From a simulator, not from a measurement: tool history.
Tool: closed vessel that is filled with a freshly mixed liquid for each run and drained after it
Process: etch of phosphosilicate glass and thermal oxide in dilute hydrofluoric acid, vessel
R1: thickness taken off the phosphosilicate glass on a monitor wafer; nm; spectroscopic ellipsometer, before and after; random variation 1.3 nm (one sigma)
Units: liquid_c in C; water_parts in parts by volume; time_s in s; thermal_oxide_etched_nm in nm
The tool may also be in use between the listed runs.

{"run": 1, "hour": 0.0, "liquid_c": 25.0, "water_parts": 200, "time_s": 100, "R1": 38.351, "thermal_oxide_etched_nm": 2.2644}
{"run": 2, "hour": 1.1, "liquid_c": 27.5, "water_parts": 150, "time_s": 105, "R1": 61.793, "thermal_oxide_etched_nm": 3.7178}
{"run": 3, "hour": 2.5, "liquid_c": 29.0, "water_parts": 120, "time_s": 105, "R1": 83.136, "thermal_oxide_etched_nm": 4.9723}
{"run": 4, "hour": 7.9, "liquid_c": 30.0, "water_parts": 100, "time_s": 105, "R1": 108.65, "thermal_oxide_etched_nm": 6.4042}
{"run": 5, "hour": 16.1, "liquid_c": 31.5, "water_parts": 100, "time_s": 105, "R1": 113.9, "thermal_oxide_etched_nm": 6.7052}
{"run": 6, "hour": 25.0, "liquid_c": 29.5, "water_parts": 100, "time_s": 105, "R1": 105.9, "thermal_oxide_etched_nm": 6.4343}
{"run": 7, "hour": 30.5, "liquid_c": 32.5, "water_parts": 55, "time_s": 105, "R1": 231.35, "thermal_oxide_etched_nm": 14.046}

The next listed run, before its measurement:
{"run": 8, "hour": 36.1, "liquid_c": 28.5, "water_parts": 55, "time_s": 105, "R1": "?", "thermal_oxide_etched_nm": "?"}

Run 8 gave R1 200.280 nm, thermal_oxide_etched_nm 11.5800 nm.

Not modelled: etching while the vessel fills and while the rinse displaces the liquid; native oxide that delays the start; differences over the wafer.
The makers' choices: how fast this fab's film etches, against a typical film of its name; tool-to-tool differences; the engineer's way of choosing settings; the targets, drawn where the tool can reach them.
